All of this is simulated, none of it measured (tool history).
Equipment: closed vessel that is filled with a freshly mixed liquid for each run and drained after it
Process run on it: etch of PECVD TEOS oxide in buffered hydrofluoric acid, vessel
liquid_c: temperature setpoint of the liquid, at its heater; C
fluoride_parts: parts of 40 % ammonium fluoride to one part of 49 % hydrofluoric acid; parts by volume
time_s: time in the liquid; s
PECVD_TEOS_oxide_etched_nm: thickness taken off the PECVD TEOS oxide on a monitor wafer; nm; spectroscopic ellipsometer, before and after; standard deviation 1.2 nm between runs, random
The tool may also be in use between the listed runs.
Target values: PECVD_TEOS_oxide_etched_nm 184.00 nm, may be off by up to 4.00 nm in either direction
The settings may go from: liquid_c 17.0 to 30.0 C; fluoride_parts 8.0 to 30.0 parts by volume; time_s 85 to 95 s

run    day  liquid_c  fluoride_parts  time_s  PECVD_TEOS_oxide_etched_nm
  1  0.000      22.0            21.5      85                      106.25
  2  0.054      22.0            16.5      85                      136.14
  3  0.221      23.5            16.5      85                      148.67
  4  0.538      20.0            16.5      85                      120.90
  5  0.804      18.5            16.5      85                      111.94
  6  1.054      21.0            16.5      85                      128.07
  7  1.096      25.0            16.0      85                      166.45
  8  1.442      25.5            16.0      85                      171.07

Consider the 4 candidate settings below. Which is the only one whose results all fall within their allowed miss of target?
  A  1.788      25.5            16.5      90                           ?
  B  1.788      27.0            18.0      90                           ?
  C  1.788      27.5            17.5      90                           ?
  D  1.788      21.5            12.5      85                           ?

move  PECVD_TEOS_oxide_etched_nm
   A                      173.71
   B                      173.01
   C                      182.76
   D                      172.67
A: better than the last run, though not everything is in spec
B: better than the last run, though not everything is in spec
C: all results in spec
D: better than the last run, though not everything is in spec
The move that meets every target is C.
